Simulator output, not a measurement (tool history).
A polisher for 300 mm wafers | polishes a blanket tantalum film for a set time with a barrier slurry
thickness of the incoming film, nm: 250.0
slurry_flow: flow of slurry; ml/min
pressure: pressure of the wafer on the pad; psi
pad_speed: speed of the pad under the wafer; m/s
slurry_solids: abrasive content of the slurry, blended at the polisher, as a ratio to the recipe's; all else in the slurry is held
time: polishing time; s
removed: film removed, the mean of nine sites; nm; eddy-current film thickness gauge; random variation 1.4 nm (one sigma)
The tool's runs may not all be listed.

{"run": 1, "hour": 0.0, "slurry_flow": 295, "pressure": 1.5, "pad_speed": 1.24, "slurry_solids": 1, "time": 47, "removed": 82.522}
{"run": 2, "hour": 7.2, "slurry_flow": 295, "pressure": 1.6, "pad_speed": 1.24, "slurry_solids": 1, "time": 47, "removed": 87.414}
{"run": 3, "hour": 10.3, "slurry_flow": 295, "pressure": 1.7, "pad_speed": 1.24, "slurry_solids": 1, "time": 47, "removed": 92.587}
{"run": 4, "hour": 16.4, "slurry_flow": 295, "pressure": 1.8, "pad_speed": 1.24, "slurry_solids": 1, "time": 47, "removed": 96.599}
{"run": 5, "hour": 24.6, "slurry_flow": 295, "pressure": 1.9, "pad_speed": 1.24, "slurry_solids": 1, "time": 47, "removed": 98.779}
{"run": 6, "hour": 31.1, "slurry_flow": 295, "pressure": 1.9, "pad_speed": 1.24, "slurry_solids": 1, "time": 47, "removed": 101.18}
{"run": 7, "hour": 33.4, "slurry_flow": 295, "pressure": 2, "pad_speed": 1.24, "slurry_solids": 1, "time": 47, "removed": 107.31}
{"run": 8, "hour": 40.1, "slurry_flow": 295, "pressure": 2.1, "pad_speed": 1.24, "slurry_solids": 1, "time": 47, "removed": 110.99}

Run 9 comes next. What will it give?
{"run": 9, "hour": 44.3, "slurry_flow": 295, "pressure": 2.1, "pad_speed": 1.24, "slurry_solids": 1, "time": 47, "removed": "?"}

{"run 9": {"removed": 109.51}}

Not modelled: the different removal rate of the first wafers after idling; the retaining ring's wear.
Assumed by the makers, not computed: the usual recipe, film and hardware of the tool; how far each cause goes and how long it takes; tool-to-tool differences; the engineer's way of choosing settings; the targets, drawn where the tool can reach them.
